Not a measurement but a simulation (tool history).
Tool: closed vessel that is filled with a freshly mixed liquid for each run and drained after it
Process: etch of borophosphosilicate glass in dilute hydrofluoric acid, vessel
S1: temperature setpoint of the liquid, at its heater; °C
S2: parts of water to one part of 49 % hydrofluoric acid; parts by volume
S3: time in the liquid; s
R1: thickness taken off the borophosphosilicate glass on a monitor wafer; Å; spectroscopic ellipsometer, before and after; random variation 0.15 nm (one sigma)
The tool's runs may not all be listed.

run 1 hour=0 | S1=26 S2=260 S3=115 | R1=193.34
run 2 hour=4.6 | S1=25.5 S2=260 S3=115 | R1=190.51
run 3 hour=11 | S1=25.5 S2=260 S3=115 | R1=186.35
run 4 hour=12.4 | S1=28.5 S2=260 S3=115 | R1=205.36
run 5 hour=16.6 | S1=28.5 S2=220 S3=115 | R1=257.16
run 6 hour=21.7 | S1=27.5 S2=225 S3=115 | R1=245.12
run 7 hour=29.2 | S1=26.5 S2=230 S3=115 | R1=228.46
run 8 hour=33 | S1=25.5 S2=235 S3=115 | R1=216.37
run 9 hour=35.8 | S1=25 S2=235 S3=115 | R1=206.64

Forecast run 10:
run 10 hour=37.1 | S1=24.5 S2=235 S3=115 | R1=?

R1: 204.86 Å
